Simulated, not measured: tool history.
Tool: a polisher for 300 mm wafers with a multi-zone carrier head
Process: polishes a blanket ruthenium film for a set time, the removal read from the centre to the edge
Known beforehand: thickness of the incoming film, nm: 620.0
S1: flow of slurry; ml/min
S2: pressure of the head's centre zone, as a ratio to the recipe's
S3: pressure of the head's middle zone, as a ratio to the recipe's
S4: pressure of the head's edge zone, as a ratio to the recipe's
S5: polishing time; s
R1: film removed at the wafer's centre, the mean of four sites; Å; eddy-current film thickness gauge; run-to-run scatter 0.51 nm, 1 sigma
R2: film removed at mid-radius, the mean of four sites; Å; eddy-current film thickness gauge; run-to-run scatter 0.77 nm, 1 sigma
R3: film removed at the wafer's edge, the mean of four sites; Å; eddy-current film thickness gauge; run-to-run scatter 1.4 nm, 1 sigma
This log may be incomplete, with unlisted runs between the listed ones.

Run 1, hour 0: S1 185 ml/min, S2 1, S3 1, S4 1, S5 67 s. Result: R1 1136.3 Å, R2 1160.4 Å, R3 1151.4 Å.
Run 2, hour 5.9: S1 175 ml/min, S2 0.96, S3 1.01, S4 0.96, S5 65 s. Result: R1 1059.7 Å, R2 1143.9 Å, R3 1077 Å.
Run 3, hour 12: S1 165 ml/min, S2 0.93, S3 1.01, S4 0.94, S5 64 s. Result: R1 983.14 Å, R2 1105.5 Å, R3 1008.1 Å.
Run 4, hour 19.5: S1 165 ml/min, S2 0.93, S3 1.01, S4 1.02, S5 64 s. Result: R1 984.48 Å, R2 1100.7 Å, R3 1051 Å.
Run 5, hour 23: S1 155 ml/min, S2 0.91, S3 1.01, S4 1.01, S5 64 s. Result: R1 955.76 Å, R2 1097.5 Å, R3 1040 Å.
Run 6, hour 30.8: S1 155 ml/min, S2 0.91, S3 1.01, S4 1.01, S5 74 s. Result: R1 1110.9 Å, R2 1240.3 Å, R3 1235.3 Å.

What will run 7 give?
Run 7, hour 35.4: S1 150 ml/min, S2 0.89, S3 1.01, S4 0.99, S5 71 s. Result: R1 ?, R2 ?, R3 ?.

Run 7 yielded R1 1028.4 Å, R2 1203.2 Å, R3 1124.2 Å.
